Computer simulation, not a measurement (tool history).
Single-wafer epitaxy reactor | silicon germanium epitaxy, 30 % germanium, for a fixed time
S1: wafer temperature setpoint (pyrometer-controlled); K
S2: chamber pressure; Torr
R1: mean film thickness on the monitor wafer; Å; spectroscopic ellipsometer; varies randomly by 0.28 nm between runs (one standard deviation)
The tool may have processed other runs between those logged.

{"run": 1, "hour": 0.0, "S1": 893.15, "S2": 26.1, "R1": 951.25}
{"run": 2, "hour": 7.4, "S1": 893.15, "S2": 28.2, "R1": 982.12}
{"run": 3, "hour": 11.3, "S1": 893.15, "S2": 30.4, "R1": 1018.3}
{"run": 4, "hour": 16.1, "S1": 885.15, "S2": 28.9, "R1": 840.9}
{"run": 5, "hour": 20.1, "S1": 885.15, "S2": 31.5, "R1": 880.36}
{"run": 6, "hour": 28.7, "S1": 885.15, "S2": 28.8, "R1": 845.95}
{"run": 7, "hour": 36.8, "S1": 880.15, "S2": 28.6, "R1": 758.68}

Expected results for the next run?
{"run": 8, "hour": 42.3, "S1": 869.15, "S2": 28.2, "R1": "?"}

{"run 8": {"R1": 598.15}}
